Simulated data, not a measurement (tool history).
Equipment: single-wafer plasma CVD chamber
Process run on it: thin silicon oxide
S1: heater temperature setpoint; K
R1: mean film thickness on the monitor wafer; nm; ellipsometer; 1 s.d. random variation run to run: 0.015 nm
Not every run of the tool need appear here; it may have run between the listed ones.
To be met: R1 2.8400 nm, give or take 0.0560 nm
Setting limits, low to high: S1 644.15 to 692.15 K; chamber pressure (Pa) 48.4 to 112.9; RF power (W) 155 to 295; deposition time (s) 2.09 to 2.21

Run 1, hour 0.0: S1 668.15 K, chamber pressure (Pa) 80.7, RF power (W) 225, deposition time (s) 2.21. Result: R1 2.6721 nm.
Run 2, hour 7.9: S1 668.15 K, chamber pressure (Pa) 72.1, RF power (W) 225, deposition time (s) 2.21. Result: R1 2.3934 nm.
Run 3, hour 10.8: S1 672.15 K, chamber pressure (Pa) 72.1, RF power (W) 225, deposition time (s) 2.21. Result: R1 2.3944 nm.
Run 4, hour 17.6: S1 672.15 K, chamber pressure (Pa) 74.9, RF power (W) 225, deposition time (s) 2.21. Result: R1 2.4862 nm.
Run 5, hour 18.3: S1 672.15 K, chamber pressure (Pa) 74.9, RF power (W) 225, deposition time (s) 2.21. Result: R1 2.4715 nm.
Run 6, hour 21.3: S1 672.15 K, chamber pressure (Pa) 77.2, RF power (W) 225, deposition time (s) 2.21. Result: R1 2.5683 nm.
Run 7, hour 27.0: S1 672.15 K, chamber pressure (Pa) 78.8, RF power (W) 225, deposition time (s) 2.21. Result: R1 2.6220 nm.
Run 8, hour 29.5: S1 672.15 K, chamber pressure (Pa) 80.0, RF power (W) 225, deposition time (s) 2.21. Result: R1 2.6258 nm.
Run 9, hour 34.0: S1 672.15 K, chamber pressure (Pa) 81.5, RF power (W) 225, deposition time (s) 2.21. Result: R1 2.7010 nm.
At hour 41.4: capacitance manometer re-zeroed and calibrated.
Run 10, hour 41.4: S1 672.15 K, chamber pressure (Pa) 82.3, RF power (W) 225, deposition time (s) 2.21. Result: R1 2.6121 nm.
Run 11, hour 44.6: S1 670.15 K, chamber pressure (Pa) 83.9, RF power (W) 225, deposition time (s) 2.21. Result: R1 2.7089 nm.
Run 12, hour 48.2: S1 670.15 K, chamber pressure (Pa) 84.9, RF power (W) 225, deposition time (s) 2.21. Result: R1 2.7259 nm.
Run 13, hour 56.7: S1 670.15 K, chamber pressure (Pa) 85.9, RF power (W) 225, deposition time (s) 2.21. Result: R1 2.7469 nm.

Of the 5 settings listed for the next run, only one would bring every result within its allowed miss of target. Which one?
Run A, hour 65.2: S1 673.15 K, chamber pressure (Pa) 85.5, RF power (W) 220, deposition time (s) 2.21. Result: R1 ?.
Run B, hour 65.2: S1 671.15 K, chamber pressure (Pa) 85.5, RF power (W) 225, deposition time (s) 2.13. Result: R1 ?.
Run C, hour 65.2: S1 672.15 K, chamber pressure (Pa) 85.6, RF power (W) 215, deposition time (s) 2.21. Result: R1 ?.
Run D, hour 65.2: S1 675.15 K, chamber pressure (Pa) 83.7, RF power (W) 260, deposition time (s) 2.16. Result: R1 ?.
Run E, hour 65.2: S1 672.15 K, chamber pressure (Pa) 78.0, RF power (W) 225, deposition time (s) 2.21. Result: R1 ?.

move      R1
   A  2.6898
   B  2.6358
   C  2.6537
   D  2.8621
   E  2.5006
A: lands further from the targets than the last run did
B: lands further from the targets than the last run did
C: lands further from the targets than the last run did
D: each result inside its tolerance
E: lands further from the targets than the last run did
Correct choice: D, which meets every target

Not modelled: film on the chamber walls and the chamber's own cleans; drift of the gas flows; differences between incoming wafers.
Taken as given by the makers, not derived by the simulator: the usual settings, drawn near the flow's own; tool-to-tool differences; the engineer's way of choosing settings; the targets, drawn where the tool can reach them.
